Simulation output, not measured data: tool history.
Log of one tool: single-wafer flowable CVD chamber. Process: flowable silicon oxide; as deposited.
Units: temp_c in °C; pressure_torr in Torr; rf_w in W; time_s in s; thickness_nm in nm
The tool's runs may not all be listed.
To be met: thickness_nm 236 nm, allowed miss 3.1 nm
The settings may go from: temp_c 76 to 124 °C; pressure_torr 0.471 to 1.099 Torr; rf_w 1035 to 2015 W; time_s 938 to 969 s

run 1 hour=0 | temp_c=100 pressure_torr=0.785 rf_w=1525 time_s=938 | thickness_nm=510.37
run 2 hour=7.5 | temp_c=107 pressure_torr=0.785 rf_w=1525 time_s=938 | thickness_nm=407.55
run 3 hour=13.5 | temp_c=110 pressure_torr=0.785 rf_w=1525 time_s=938 | thickness_nm=371.97
run 4 hour=17.1 | temp_c=110 pressure_torr=0.854 rf_w=1525 time_s=938 | thickness_nm=400.16
run 5 hour=18.5 | temp_c=113 pressure_torr=0.843 rf_w=1525 time_s=938 | thickness_nm=362.87
run 6 hour=20.4 | temp_c=115 pressure_torr=0.832 rf_w=1525 time_s=938 | thickness_nm=337.28
run 7 hour=24.6 | temp_c=117 pressure_torr=0.821 rf_w=1525 time_s=938 | thickness_nm=313.23
run 8 hour=29.7 | temp_c=118 pressure_torr=0.811 rf_w=1525 time_s=938 | thickness_nm=302.79
run 9 hour=35.6 | temp_c=119 pressure_torr=0.8 rf_w=1525 time_s=938 | thickness_nm=289.11
run 10 hour=39.1 | temp_c=120 pressure_torr=0.792 rf_w=1525 time_s=938 | thickness_nm=278.17
run 11 hour=43.6 | temp_c=121 pressure_torr=0.785 rf_w=1525 time_s=938 | thickness_nm=268.04
-- hour=51.6 capacitance manometer re-zeroed and calibrated
run 12 hour=51.6 | temp_c=124 pressure_torr=0.764 rf_w=1525 time_s=938 | thickness_nm=230.77

Which of these 4 next moves meets every target?
run A hour=59.6 | temp_c=124 pressure_torr=0.696 rf_w=1875 time_s=946 | thickness_nm=?
run B hour=59.6 | temp_c=121 pressure_torr=0.748 rf_w=1415 time_s=938 | thickness_nm=?
run C hour=59.6 | temp_c=124 pressure_torr=0.741 rf_w=1430 time_s=964 | thickness_nm=?
run D hour=59.6 | temp_c=124 pressure_torr=0.74 rf_w=1455 time_s=969 | thickness_nm=?

move=A thickness_nm=223.87
move=B thickness_nm=237.46
move=C thickness_nm=224.65
move=D thickness_nm=226.85
A: further off than the last run
B: meets every target
C: further off than the last run
D: further off than the last run
The right move is B.

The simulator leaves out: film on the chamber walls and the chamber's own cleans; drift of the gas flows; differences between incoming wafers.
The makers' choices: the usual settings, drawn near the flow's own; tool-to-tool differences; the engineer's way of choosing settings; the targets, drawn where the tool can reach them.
